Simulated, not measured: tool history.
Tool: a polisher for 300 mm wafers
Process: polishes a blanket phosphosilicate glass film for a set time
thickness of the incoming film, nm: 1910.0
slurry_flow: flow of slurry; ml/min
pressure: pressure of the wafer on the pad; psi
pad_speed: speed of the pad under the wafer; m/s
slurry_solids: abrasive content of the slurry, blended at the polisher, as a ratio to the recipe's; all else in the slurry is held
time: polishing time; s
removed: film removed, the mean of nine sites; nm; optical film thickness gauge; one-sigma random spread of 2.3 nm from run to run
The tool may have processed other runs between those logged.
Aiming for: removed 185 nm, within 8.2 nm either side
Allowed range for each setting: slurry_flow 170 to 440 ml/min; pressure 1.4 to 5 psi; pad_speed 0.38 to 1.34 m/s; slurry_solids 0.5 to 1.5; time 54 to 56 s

run  hour  slurry_flow  pressure  pad_speed  slurry_solids  time  removed
  1     0          280       3.2       0.86              1    54   385.37
  2   5.6          280       3.2       0.86              1    54   391.09
  3   6.6          220       3.2       0.86              1    54   376.44
  4   8.6          220       3.7       0.86              1    54   426.66
  5  15.8          170       3.7       0.86              1    54   421.57
  6  22.9          170       3.7       0.86              1    56   422.73
  7  23.8          170       3.7       0.86              1    56   429.52
  8  24.7          170       3.3        0.8              1    56   368.62
  9  32.4          170         3       0.76              1    56   325.24
 10  38.6          170       2.7       0.72              1    56   282.14
 11  39.9          170       2.5        0.7              1    56   258.12
 12  45.7          170       2.3        0.7              1    56   245.21
 13  52.1          170       2.1        0.7              1    56      227
 14  58.4          170         2        0.7              1    56   218.07

Below are 5 possible settings for the next run. Only one of them brings all results inside the allowed miss of their targets. Which is it?
  A  64.7          225       1.7       0.72           1.35    56        ?
  B  64.7          230       3.5       0.72           0.55    54        ?
  C  64.7          215       2.4       0.64            0.9    56        ?
  D  64.7          190       1.8       0.68           0.95    54        ?
  E  64.7          195       1.8       0.98           1.25    56        ?

move  removed
   A   215.44
   B   300.76
   C    231.3
   D   184.57
   E   277.75
A: an improvement on the last run, though not all results are within tolerance
B: misses by more than the last run did
C: misses by more than the last run did
D: meets every target
E: misses by more than the last run did
D meets every target.
